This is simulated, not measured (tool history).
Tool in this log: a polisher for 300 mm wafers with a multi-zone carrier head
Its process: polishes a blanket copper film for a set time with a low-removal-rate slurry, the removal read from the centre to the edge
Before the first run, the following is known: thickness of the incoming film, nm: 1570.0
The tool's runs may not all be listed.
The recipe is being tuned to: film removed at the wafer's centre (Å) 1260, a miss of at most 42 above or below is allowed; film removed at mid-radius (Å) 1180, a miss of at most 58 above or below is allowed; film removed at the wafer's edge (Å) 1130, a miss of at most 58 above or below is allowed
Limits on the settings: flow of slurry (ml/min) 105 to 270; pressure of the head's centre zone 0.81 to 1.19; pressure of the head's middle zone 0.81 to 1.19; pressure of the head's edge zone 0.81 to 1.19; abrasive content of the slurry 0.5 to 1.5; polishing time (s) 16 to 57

run  hour  flow of slurry (ml/min)  pressure of the head's centre zone  pressure of the head's middle zone  pressure of the head's edge zone  abrasive content of the slurry  polishing time (s)  film removed at the wafer's centre (Å)  film removed at mid-radius (Å)  film removed at the wafer's edge (Å)
  1     0                      175                                   1                                   1                                 1                               1                  36                                  954.81                          996.61                                957.72
  2   0.9                      185                                1.04                                1.01                              1.03                             1.1                  36                                  1034.5                            1067                                1031.2
  3   8.7                      185                                1.04                                1.01                              0.96                             1.1                  36                                  1033.2                          1035.1                                 983.7
  4  17.3                      185                                1.04                                1.05                              0.96                             1.1                  36                                  1052.9                            1071                                979.99
  5    21                      185                                1.04                                1.05                              0.96                             1.1                  39                                  1115.1                          1152.7                                1065.9
  6  25.6                      185                                1.04                                1.05                              0.96                            0.95                  39                                  1090.9                          1137.5                                  1035
  7  26.2                      200                                1.06                                1.04                              0.97                            0.95                  39                                  1107.9                            1138                                1034.8
  8  32.1                      200                                1.06                                1.04                              0.97                            0.95                  39                                  1135.7                          1148.3                                  1037
  9  38.4                      205                                1.08                                1.03                              0.99                               1                  39                                  1156.2                            1132                                  1034
 10  40.1                      200                                1.09                                1.03                                 1                             1.1                  39                                  1206.5                          1168.2                                1105.6
 11  44.7                      200                                 1.1                                1.03                                 1                             1.1                  39                                  1191.9                          1152.2                                1093.2

Which single option among these 5 for the next run brings every result within its allowed miss of target? Just one does.
  A  49.3                      190                                1.17                                0.93                              1.09                             1.1                  43                                       ?                               ?                                     ?
  B  49.3                      150                                1.18                                0.99                              0.93                            1.25                  42                                       ?                               ?                                     ?
  C  49.3                      170                                1.04                                0.95                              1.03                             1.1                  47                                       ?                               ?                                     ?
  D  49.3                      165                                1.13                                   1                              0.96                            1.45                  39                                       ?                               ?                                     ?
  E  49.3                      165                                 1.1                                0.85                              0.92                             1.3                  45                                       ?                               ?                                     ?

move  film removed at the wafer's centre (Å)  film removed at mid-radius (Å)  film removed at the wafer's edge (Å)
   A                                  1395.2                          1182.1                                  1227
   B                                    1349                          1201.1                                1107.7
   C                                  1336.6                          1290.5                                1284.8
   D                                  1276.3                          1190.8                                  1099
   E                                    1396                          1167.9                                  1212
A: carries the result that was furthest off beyond its target, to the other side
B: carries the result that was furthest off beyond its target, to the other side
C: carries the result that was furthest off beyond its target, to the other side
D: every result lands within tolerance
E: carries the result that was furthest off beyond its target, to the other side
Go with D: it meets all targets.

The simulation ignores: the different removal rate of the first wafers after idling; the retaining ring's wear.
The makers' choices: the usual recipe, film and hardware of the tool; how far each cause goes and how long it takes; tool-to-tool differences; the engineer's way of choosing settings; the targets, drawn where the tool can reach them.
